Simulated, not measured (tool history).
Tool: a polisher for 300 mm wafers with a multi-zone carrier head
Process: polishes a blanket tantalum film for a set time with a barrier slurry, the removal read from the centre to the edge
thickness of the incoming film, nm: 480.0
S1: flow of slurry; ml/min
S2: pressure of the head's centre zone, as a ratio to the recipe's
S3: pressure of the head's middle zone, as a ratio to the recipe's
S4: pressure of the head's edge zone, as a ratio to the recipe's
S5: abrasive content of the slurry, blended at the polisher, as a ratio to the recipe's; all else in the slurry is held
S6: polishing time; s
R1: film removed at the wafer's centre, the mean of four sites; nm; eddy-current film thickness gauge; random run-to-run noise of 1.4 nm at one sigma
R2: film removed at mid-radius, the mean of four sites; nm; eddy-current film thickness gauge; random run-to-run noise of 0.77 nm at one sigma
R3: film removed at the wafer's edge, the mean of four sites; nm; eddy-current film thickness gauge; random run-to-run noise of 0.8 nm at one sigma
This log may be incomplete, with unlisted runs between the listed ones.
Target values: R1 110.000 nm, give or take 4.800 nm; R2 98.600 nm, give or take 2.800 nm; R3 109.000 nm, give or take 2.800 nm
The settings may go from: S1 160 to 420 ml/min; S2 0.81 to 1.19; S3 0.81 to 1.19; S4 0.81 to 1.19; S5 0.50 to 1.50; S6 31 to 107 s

run 1 hour=0.0 | S1=270 S2=1.00 S3=1.00 S4=1.00 S5=1.00 S6=69 | R1=86.343 R2=89.650 R3=90.272
run 2 hour=2.1 | S1=295 S2=1.00 S3=1.00 S4=1.00 S5=1.00 S6=69 | R1=89.644 R2=89.980 R3=90.913
run 3 hour=9.0 | S1=315 S2=1.02 S3=1.00 S4=1.05 S5=1.10 S6=69 | R1=95.538 R2=92.671 R3=97.358
run 4 hour=17.0 | S1=330 S2=1.04 S3=1.01 S4=1.09 S5=1.15 S6=69 | R1=98.408 R2=93.237 R3=100.930
run 5 hour=18.9 | S1=340 S2=1.06 S3=1.02 S4=1.11 S5=1.20 S6=69 | R1=99.801 R2=95.601 R3=103.690
run 6 hour=20.5 | S1=280 S2=1.06 S3=1.02 S4=1.11 S5=1.20 S6=69 | R1=99.757 R2=95.869 R3=101.760
run 7 hour=28.9 | S1=285 S2=1.08 S3=1.02 S4=1.13 S5=1.25 S6=69 | R1=102.850 R2=96.091 R3=104.440
run 8 hour=33.0 | S1=290 S2=1.10 S3=1.03 S4=1.14 S5=1.25 S6=69 | R1=103.760 R2=95.303 R3=103.440
run 9 hour=38.8 | S1=295 S2=1.11 S3=1.03 S4=1.15 S5=1.30 S6=69 | R1=107.500 R2=97.505 R3=107.330
run 10 hour=40.8 | S1=295 S2=1.11 S3=1.03 S4=1.15 S5=1.30 S6=69 | R1=107.710 R2=98.016 R3=106.520

Which single option among these 4 for the next run brings every result within its allowed miss of target? Just one does.
run A hour=42.8 | S1=310 S2=1.12 S3=1.07 S4=1.13 S5=1.30 S6=66 | R1=? R2=? R3=?
run B hour=42.8 | S1=305 S2=1.06 S3=0.96 S4=1.19 S5=1.40 S6=66 | R1=? R2=? R3=?
run C hour=42.8 | S1=330 S2=1.11 S3=1.05 S4=1.17 S5=1.40 S6=66 | R1=? R2=? R3=?
run D hour=42.8 | S1=300 S2=1.14 S3=1.03 S4=1.19 S5=1.35 S6=69 | R1=? R2=? R3=?

move=A R1=102.790 R2=94.690 R3=100.990
move=B R1=98.878 R2=91.645 R3=105.670
move=C R1=104.500 R2=96.220 R3=105.290
move=D R1=110.050 R2=97.842 R3=109.270
A: moves away from the targets compared with the last run
B: moves away from the targets compared with the last run
C: moves away from the targets compared with the last run
D: in spec on every target
D is the move that brings every result within its allowed miss.

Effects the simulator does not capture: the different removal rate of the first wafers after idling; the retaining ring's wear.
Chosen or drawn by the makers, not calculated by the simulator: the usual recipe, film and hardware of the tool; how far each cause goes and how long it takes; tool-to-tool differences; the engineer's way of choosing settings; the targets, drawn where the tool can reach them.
